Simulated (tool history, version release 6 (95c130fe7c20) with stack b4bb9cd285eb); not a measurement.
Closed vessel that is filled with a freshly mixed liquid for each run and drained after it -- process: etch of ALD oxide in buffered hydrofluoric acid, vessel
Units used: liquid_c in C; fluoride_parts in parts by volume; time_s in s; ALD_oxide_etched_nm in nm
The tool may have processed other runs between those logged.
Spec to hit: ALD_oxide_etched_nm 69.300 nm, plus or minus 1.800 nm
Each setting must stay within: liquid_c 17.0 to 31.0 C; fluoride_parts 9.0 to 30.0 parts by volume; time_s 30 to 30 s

run  hour  liquid_c  fluoride_parts  time_s  ALD_oxide_etched_nm
  1   0.0      23.0            24.0      30               30.366
  2   1.4      25.5            20.0      30               39.054
  3   2.9      27.0            17.0      30               50.451
  4   9.8      27.0            20.5      30               41.783
  5  16.9      27.0            20.5      30               41.502
  6  20.4      25.0            20.5      30               36.904
  7  28.8      27.0            18.5      30               45.819
  8  31.3      28.0            17.0      30               52.271
  9  38.7      31.0            14.0      30               74.255
 10  46.0      31.0            14.0      30               74.196

Pick the move, out of 4, that brings all results within their allowed miss; only one does.
  A  53.3      31.0            12.5      30                    ?
  B  53.3      31.0            12.0      30                    ?
  C  53.3      25.0            11.0      30                    ?
  D  53.3      31.0            13.0      30                    ?

move  ALD_oxide_etched_nm
   A               82.831
   B               86.197
   C               68.206
   D               79.718
A: lands further from the targets than the last run did
B: lands further from the targets than the last run did
C: meets every target
D: lands further from the targets than the last run did
Move C is the one to make.
